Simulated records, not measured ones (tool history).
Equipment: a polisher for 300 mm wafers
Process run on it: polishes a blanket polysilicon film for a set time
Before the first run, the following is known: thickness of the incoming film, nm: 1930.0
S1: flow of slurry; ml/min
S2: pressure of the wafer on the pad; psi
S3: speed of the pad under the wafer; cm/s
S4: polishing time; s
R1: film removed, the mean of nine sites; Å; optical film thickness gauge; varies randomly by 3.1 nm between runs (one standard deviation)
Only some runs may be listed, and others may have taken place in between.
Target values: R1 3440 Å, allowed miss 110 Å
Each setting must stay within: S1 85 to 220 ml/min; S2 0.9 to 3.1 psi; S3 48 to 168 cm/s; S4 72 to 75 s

| run | hour | S1 | S2 | S3 | S4 | R1 |
|---|---|---|---|---|---|---|
| 1 | 0 | 140 | 2 | 108 | 72 | 4242.3 |
| 2 | 1 | 140 | 2 | 108 | 75 | 4484.6 |
| 3 | 3.4 | 160 | 2 | 108 | 75 | 4477.5 |
| 4 | 8.9 | 160 | 2 | 108 | 72 | 4337.6 |
| 5 | 12.8 | 160 | 2 | 134 | 72 | 5311.3 |
| 6 | 19.3 | 160 | 1.8 | 134 | 72 | 4851.5 |
| 7 | 25.4 | 160 | 1.6 | 134 | 72 | 4313.6 |
| 8 | 34.4 | 160 | 1.5 | 134 | 72 | 4116.1 |
| 9 | 40 | 160 | 1.4 | 134 | 72 | 3779.7 |

Exercise: of the 4 proposed moves below, exactly one satisfies all targets within the stated allowed misses. Which move is it?
| A | 45.6 | 170 | 1.2 | 156 | 72 | ? |
| B | 45.6 | 155 | 1.3 | 122 | 72 | ? |
| C | 45.6 | 115 | 2.2 | 78 | 75 | ? |
| D | 45.6 | 150 | 1.3 | 122 | 73 | ? |

| move | R1 |
|---|---|
| A | 3794.1 |
| B | 3177.1 |
| C | 3388.7 |
| D | 3204.8 |
A: roughly where the last run was
B: carries the result that was furthest off beyond its target, to the other side
C: all results in spec
D: carries the result that was furthest off beyond its target, to the other side
The right move is C.
